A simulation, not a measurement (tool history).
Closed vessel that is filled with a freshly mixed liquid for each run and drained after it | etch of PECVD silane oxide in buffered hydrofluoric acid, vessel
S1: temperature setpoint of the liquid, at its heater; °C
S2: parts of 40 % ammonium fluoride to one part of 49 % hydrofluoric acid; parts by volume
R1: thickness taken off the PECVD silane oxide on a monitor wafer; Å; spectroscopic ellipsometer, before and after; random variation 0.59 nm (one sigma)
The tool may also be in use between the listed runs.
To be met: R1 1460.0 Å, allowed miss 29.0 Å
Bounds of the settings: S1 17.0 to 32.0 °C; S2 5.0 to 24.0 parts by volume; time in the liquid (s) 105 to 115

Run 1, hour 0.0: S1 25.0 °C, S2 14.5 parts by volume, time in the liquid (s) 105. Result: R1 1906.7 Å.
Run 2, hour 2.9: S1 25.0 °C, S2 14.5 parts by volume, time in the liquid (s) 115. Result: R1 2078.0 Å.
Run 3, hour 4.6: S1 24.0 °C, S2 14.5 parts by volume, time in the liquid (s) 115. Result: R1 1974.4 Å.
Run 4, hour 10.0: S1 21.5 °C, S2 14.5 parts by volume, time in the liquid (s) 115. Result: R1 1709.9 Å.
Run 5, hour 12.0: S1 21.5 °C, S2 16.5 parts by volume, time in the liquid (s) 115. Result: R1 1515.4 Å.
Run 6, hour 14.2: S1 24.0 °C, S2 16.5 parts by volume, time in the liquid (s) 115. Result: R1 1741.5 Å.
Run 7, hour 17.8: S1 23.5 °C, S2 16.5 parts by volume, time in the liquid (s) 115. Result: R1 1697.4 Å.
Run 8, hour 20.5: S1 23.0 °C, S2 16.5 parts by volume, time in the liquid (s) 115. Result: R1 1649.1 Å.
Run 9, hour 25.9: S1 22.5 °C, S2 16.5 parts by volume, time in the liquid (s) 115. Result: R1 1603.9 Å.

Which of these 4 next moves meets every target?
Run A, hour 31.3: S1 20.0 °C, S2 15.0 parts by volume, time in the liquid (s) 110. Result: R1 ?.
Run B, hour 31.3: S1 21.5 °C, S2 14.5 parts by volume, time in the liquid (s) 105. Result: R1 ?.
Run C, hour 31.3: S1 25.0 °C, S2 17.0 parts by volume, time in the liquid (s) 110. Result: R1 ?.
Run D, hour 31.3: S1 21.5 °C, S2 15.5 parts by volume, time in the liquid (s) 110. Result: R1 ?.

move      R1
   A  1462.2
   B  1569.0
   C  1703.5
   D  1539.4
A: meets every target
B: nearer than the last run, and not there yet
C: further off than the last run
D: nearer than the last run, and not there yet
Move A is the one to make.
